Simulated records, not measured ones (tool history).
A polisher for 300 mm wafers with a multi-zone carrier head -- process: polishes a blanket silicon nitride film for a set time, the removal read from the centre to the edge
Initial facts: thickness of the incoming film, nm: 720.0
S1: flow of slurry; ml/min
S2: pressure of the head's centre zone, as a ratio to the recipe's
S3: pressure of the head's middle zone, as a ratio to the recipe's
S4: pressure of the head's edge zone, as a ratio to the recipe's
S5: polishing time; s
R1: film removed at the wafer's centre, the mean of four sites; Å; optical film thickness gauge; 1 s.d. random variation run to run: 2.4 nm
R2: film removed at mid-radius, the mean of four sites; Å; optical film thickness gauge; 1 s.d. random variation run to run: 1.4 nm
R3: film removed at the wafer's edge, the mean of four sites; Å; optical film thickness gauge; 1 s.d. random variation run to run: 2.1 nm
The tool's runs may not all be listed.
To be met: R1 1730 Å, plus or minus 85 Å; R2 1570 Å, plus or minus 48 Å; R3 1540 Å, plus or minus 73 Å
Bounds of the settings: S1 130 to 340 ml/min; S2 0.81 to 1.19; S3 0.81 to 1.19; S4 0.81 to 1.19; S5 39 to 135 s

{"run": 1, "hour": 0.0, "S1": 220, "S2": 1, "S3": 1, "S4": 1, "S5": 87, "R1": 2132.6, "R2": 2168, "R3": 2210.1}
{"run": 2, "hour": 5.7, "S1": 220, "S2": 1.02, "S3": 0.99, "S4": 0.95, "S5": 79, "R1": 2032, "R2": 1983.7, "R3": 1923.8}
{"run": 3, "hour": 9.5, "S1": 220, "S2": 1.06, "S3": 0.99, "S4": 0.95, "S5": 79, "R1": 2062.5, "R2": 1970.6, "R3": 1897}
{"run": 4, "hour": 16.3, "S1": 210, "S2": 1.05, "S3": 0.96, "S4": 0.93, "S5": 75, "R1": 1943.2, "R2": 1776.8, "R3": 1854}
{"run": 5, "hour": 21.8, "S1": 210, "S2": 1.08, "S3": 0.96, "S4": 0.93, "S5": 75, "R1": 1988.5, "R2": 1831.9, "R3": 1811.1}
{"run": 6, "hour": 27.6, "S1": 175, "S2": 1.08, "S3": 0.96, "S4": 0.93, "S5": 75, "R1": 1901.8, "R2": 1748.6, "R3": 1767.1}
{"run": 7, "hour": 35.9, "S1": 165, "S2": 1.09, "S3": 0.96, "S4": 0.91, "S5": 72, "R1": 1841.9, "R2": 1661.2, "R3": 1724.4}
{"run": 8, "hour": 41.6, "S1": 170, "S2": 1.1, "S3": 0.97, "S4": 0.9, "S5": 69, "R1": 1790.9, "R2": 1603.9, "R3": 1603.9}
{"run": 9, "hour": 45.0, "S1": 165, "S2": 1.1, "S3": 0.98, "S4": 0.89, "S5": 69, "R1": 1791, "R2": 1650.7, "R3": 1645.3}

Exactly one of the 5 candidate moves below puts every result within its allowed miss. Which one?
{"run": "A", "hour": 48.4, "S1": 130, "S2": 1.03, "S3": 0.94, "S4": 0.93, "S5": 76, "R1": "?", "R2": "?", "R3": "?"}
{"run": "B", "hour": 48.4, "S1": 130, "S2": 1.11, "S3": 0.93, "S4": 0.95, "S5": 75, "R1": "?", "R2": "?", "R3": "?"}
{"run": "C", "hour": 48.4, "S1": 130, "S2": 0.97, "S3": 0.99, "S4": 0.98, "S5": 78, "R1": "?", "R2": "?", "R3": "?"}
{"run": "D", "hour": 48.4, "S1": 170, "S2": 1.19, "S3": 0.96, "S4": 0.88, "S5": 72, "R1": "?", "R2": "?", "R3": "?"}
{"run": "E", "hour": 48.4, "S1": 185, "S2": 1.09, "S3": 0.96, "S4": 0.87, "S5": 66, "R1": "?", "R2": "?", "R3": "?"}

move=A R1=1710.5 R2=1652.6 R3=1708.9
move=B R1=1806.6 R2=1615.7 R3=1701.8
move=C R1=1663.5 R2=1771.9 R3=1792.1
move=D R1=1979.4 R2=1691 R3=1651.5
move=E R1=1703.7 R2=1574.8 R3=1523.8
A: misses by more than the last run did
B: corrects the largest miss of the last run, while another result sits out of spec
C: misses by more than the last run did
D: misses by more than the last run did
E: hits every target within its allowed miss
The right move is E.
